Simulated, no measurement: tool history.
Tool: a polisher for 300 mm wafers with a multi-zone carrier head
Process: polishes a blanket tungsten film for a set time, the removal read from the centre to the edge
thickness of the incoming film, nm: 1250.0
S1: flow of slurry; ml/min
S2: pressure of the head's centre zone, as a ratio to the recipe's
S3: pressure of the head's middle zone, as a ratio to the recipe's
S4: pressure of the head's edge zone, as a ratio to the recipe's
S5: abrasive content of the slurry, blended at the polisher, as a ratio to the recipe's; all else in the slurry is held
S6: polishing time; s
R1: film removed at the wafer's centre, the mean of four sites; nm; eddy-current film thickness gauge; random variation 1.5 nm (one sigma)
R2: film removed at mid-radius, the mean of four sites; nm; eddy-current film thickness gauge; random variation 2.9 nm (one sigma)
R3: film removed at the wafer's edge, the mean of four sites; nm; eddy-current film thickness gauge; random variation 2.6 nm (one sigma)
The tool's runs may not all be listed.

| run | day | S1 | S2 | S3 | S4 | S5 | S6 | R1 | R2 | R3 |
|---|---|---|---|---|---|---|---|---|---|---|
| 1 | 0.000 | 185 | 1.00 | 1.00 | 1.00 | 1.00 | 34 | 158.88 | 162.61 | 158.00 |
| 2 | 0.188 | 185 | 1.09 | 1.00 | 1.00 | 1.00 | 34 | 174.41 | 167.47 | 158.81 |
| 3 | 0.221 | 185 | 1.09 | 1.00 | 1.00 | 1.00 | 39 | 199.13 | 188.79 | 180.59 |
| 4 | 0.312 | 225 | 1.09 | 1.00 | 1.00 | 1.00 | 39 | 202.46 | 194.62 | 185.80 |
| 5 | 0.500 | 225 | 1.09 | 0.97 | 1.00 | 1.00 | 39 | 204.21 | 185.98 | 186.38 |
| 6 | 0.783 | 230 | 1.09 | 0.98 | 1.02 | 1.05 | 39 | 209.04 | 190.43 | 188.19 |

Run 7 comes next. What will it give?
| 7 | 1.150 | 230 | 1.08 | 0.99 | 1.04 | 1.05 | 39 | ? | ? | ? |

Run 7 gave R1 205.75 nm, R2 198.44 nm, R3 191.01 nm.

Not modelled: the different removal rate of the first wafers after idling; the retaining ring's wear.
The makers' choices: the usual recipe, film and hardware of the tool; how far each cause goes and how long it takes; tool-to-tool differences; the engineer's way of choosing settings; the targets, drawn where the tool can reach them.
